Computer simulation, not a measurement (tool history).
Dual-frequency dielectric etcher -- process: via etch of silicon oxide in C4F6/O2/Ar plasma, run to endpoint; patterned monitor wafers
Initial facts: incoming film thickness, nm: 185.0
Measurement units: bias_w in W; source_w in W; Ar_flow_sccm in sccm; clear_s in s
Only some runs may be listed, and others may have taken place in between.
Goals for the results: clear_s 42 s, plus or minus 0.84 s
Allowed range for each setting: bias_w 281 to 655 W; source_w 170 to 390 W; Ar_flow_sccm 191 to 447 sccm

run	day	bias_w	source_w	Ar_flow_sccm	clear_s
1	0	468	280	319	46.56
2	0.129	468	250	319	47.95
3	0.5	500	250	318	46.122
4	0.871	518	250	317	45.278
5	1.054	533	250	317	44.686
6	1.396	533	270	317	43.805
7	1.762	542	270	317	43.356
8	1.862	548	270	317	43.014

Which single option among these 4 for the next run brings every result within its allowed miss of target? Just one does.
A	1.962	517	290	341	?
B	1.962	569	240	316	?
C	1.962	578	270	316	?
D	1.962	512	270	338	?

move	clear_s
A	43.704
B	43.246
C	41.602
D	44.753
A: misses by more than the last run did
B: misses by more than the last run did
C: every result lands within tolerance
D: misses by more than the last run did
Move C is the one to make.

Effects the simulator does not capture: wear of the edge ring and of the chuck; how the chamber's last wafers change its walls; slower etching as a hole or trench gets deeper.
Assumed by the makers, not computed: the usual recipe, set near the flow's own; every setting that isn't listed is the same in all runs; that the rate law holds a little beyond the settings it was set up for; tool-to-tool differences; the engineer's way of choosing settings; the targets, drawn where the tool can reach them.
